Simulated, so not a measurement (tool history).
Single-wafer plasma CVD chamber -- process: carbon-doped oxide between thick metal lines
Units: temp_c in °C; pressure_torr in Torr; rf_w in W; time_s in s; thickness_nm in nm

run  hour  temp_c  pressure_torr  rf_w  time_s  thickness_nm
  1   0.0     340           6.59   490     225       1103.70
  2   6.3     340           6.59   490     232       1139.10
  3   7.7     341           6.52   465     231       1104.70
  4  13.0     342           6.47   440     230       1072.00
  5  21.2     343           6.41   415     229       1035.80
  6  27.2     344           6.38   400     228       1014.30
  7  32.6     344           6.35   385     227        991.62
  8  37.5     344           6.33   375     227        976.53
  9  43.8     344           6.32   370     227        974.77

The next listed run, before its measurement:
 10  48.7     344           6.31   365     227             ?

Run 10 produced thickness_nm 967.10 nm.
